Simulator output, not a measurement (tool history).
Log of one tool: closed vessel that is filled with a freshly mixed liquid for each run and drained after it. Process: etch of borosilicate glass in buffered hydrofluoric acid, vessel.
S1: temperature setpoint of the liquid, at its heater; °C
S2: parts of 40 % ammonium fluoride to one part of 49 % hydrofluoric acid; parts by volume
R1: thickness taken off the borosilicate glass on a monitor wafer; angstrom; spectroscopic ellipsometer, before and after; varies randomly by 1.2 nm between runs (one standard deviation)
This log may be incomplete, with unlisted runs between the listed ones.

run 1 hour=0.0 | S1=24.0 S2=15.5 time_in_the_liquid_(s)=100 | R1=888.19
run 2 hour=7.3 | S1=24.0 S2=13.5 time_in_the_liquid_(s)=100 | R1=1023.20
run 3 hour=11.0 | S1=24.0 S2=16.5 time_in_the_liquid_(s)=100 | R1=835.43
run 4 hour=17.5 | S1=24.0 S2=13.5 time_in_the_liquid_(s)=100 | R1=1007.30
run 5 hour=24.7 | S1=24.0 S2=13.5 time_in_the_liquid_(s)=105 | R1=1073.40
run 6 hour=28.7 | S1=25.0 S2=13.5 time_in_the_liquid_(s)=105 | R1=1125.00
run 7 hour=37.2 | S1=25.5 S2=13.0 time_in_the_liquid_(s)=105 | R1=1213.80
run 8 hour=43.1 | S1=26.0 S2=13.0 time_in_the_liquid_(s)=105 | R1=1250.80
run 9 hour=43.9 | S1=26.5 S2=13.0 time_in_the_liquid_(s)=105 | R1=1262.40
run 10 hour=50.3 | S1=27.0 S2=13.0 time_in_the_liquid_(s)=105 | R1=1322.00

Run 11, settings as shown, results not yet in. Your forecast:
run 11 hour=52.3 | S1=27.5 S2=13.0 time_in_the_liquid_(s)=105 | R1=?

R1: 1331.20 angstrom
